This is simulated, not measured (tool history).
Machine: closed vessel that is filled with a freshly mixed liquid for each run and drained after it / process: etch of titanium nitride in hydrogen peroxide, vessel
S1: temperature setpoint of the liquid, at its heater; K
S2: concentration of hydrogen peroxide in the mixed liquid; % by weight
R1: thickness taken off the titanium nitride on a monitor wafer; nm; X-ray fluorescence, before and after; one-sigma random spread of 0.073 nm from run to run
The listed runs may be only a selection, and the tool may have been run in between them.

{"run": 1, "hour": 0.0, "S1": 319.15, "S2": 23, "time in the liquid (s)": 205, "R1": 5.3248}
{"run": 2, "hour": 4.1, "S1": 320.15, "S2": 23, "time in the liquid (s)": 205, "R1": 5.8659}
{"run": 3, "hour": 9.8, "S1": 320.65, "S2": 23, "time in the liquid (s)": 205, "R1": 5.9609}
{"run": 4, "hour": 16.4, "S1": 321.15, "S2": 23, "time in the liquid (s)": 205, "R1": 6.1872}
{"run": 5, "hour": 25.6, "S1": 321.65, "S2": 23, "time in the liquid (s)": 205, "R1": 6.3803}
{"run": 6, "hour": 32.7, "S1": 321.65, "S2": 23, "time in the liquid (s)": 205, "R1": 6.51}

What will run 7 give?
{"run": 7, "hour": 34.7, "S1": 322.15, "S2": 23, "time in the liquid (s)": 205, "R1": "?"}

Run 7 yielded R1 6.7487 nm.

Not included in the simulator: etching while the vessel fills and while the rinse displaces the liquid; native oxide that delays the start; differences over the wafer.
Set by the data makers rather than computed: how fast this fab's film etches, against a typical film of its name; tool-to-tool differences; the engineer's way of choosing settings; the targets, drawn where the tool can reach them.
